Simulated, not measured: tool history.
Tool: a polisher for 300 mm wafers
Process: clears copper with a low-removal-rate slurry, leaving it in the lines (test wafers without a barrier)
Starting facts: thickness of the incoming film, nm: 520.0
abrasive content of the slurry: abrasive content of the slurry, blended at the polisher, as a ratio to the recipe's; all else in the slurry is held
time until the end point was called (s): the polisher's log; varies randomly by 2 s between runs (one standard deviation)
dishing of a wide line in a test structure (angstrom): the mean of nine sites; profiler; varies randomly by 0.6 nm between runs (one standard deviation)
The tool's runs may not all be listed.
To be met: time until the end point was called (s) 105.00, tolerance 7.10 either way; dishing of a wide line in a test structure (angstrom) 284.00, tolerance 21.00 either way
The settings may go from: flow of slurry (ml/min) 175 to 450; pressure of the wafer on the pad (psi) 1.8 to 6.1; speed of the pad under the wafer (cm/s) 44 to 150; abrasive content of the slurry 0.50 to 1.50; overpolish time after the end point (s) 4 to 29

run  hour  flow of slurry (ml/min)  pressure of the wafer on the pad (psi)  speed of the pad under the wafer (cm/s)  abrasive content of the slurry  overpolish time after the end point (s)  time until the end point was called (s)  dishing of a wide line in a test structure (angstrom)
  1   0.0                      290                                     3.9                                       96                            1.00                                       15                                   139.50                                                 336.63
  2   1.7                      290                                     3.9                                       96                            1.15                                       15                                   138.44                                                 337.72
  3   5.9                      290                                     3.9                                       96                            1.25                                       15                                   131.32                                                 337.80
  4  10.3                      290                                     4.5                                       96                            1.25                                       15                                   119.86                                                 374.75
     10.8  -- head pressure recalibrated
  5  10.8                      230                                     4.5                                       96                            1.25                                       15                                   129.56                                                 362.53
  6  15.0                      250                                     4.5                                       96                            1.25                                       14                                   128.83                                                 341.34
  7  18.8                      275                                     4.6                                       96                            1.25                                       13                                   119.00                                                 342.60
  8  26.6                      285                                     4.6                                       96                            1.25                                       12                                   122.76                                                 301.27

4 candidate next runs follow, results not yet known. Just one meets every target within its allowed miss. Identify it.
  A  34.4                      290                                     4.6                                       84                            1.20                                       15                                        ?                                                      ?
  B  34.4                      350                                     4.8                                      108                            1.30                                        9                                        ?                                                      ?
  C  34.4                      305                                     4.8                                       82                            1.25                                       15                                        ?                                                      ?
  D  34.4                      305                                     4.4                                       94                            1.15                                       12                                        ?                                                      ?

move  time until the end point was called (s)  dishing of a wide line in a test structure (angstrom)
   A                                   141.84                                                 340.17
   B                                   104.62                                                 290.92
   C                                   138.85                                                 345.91
   D                                   132.28                                                 302.65
A: its largest miss is bigger than the last run's
B: hits every target within its allowed miss
C: its largest miss is bigger than the last run's
D: its largest miss is bigger than the last run's
B meets every target.

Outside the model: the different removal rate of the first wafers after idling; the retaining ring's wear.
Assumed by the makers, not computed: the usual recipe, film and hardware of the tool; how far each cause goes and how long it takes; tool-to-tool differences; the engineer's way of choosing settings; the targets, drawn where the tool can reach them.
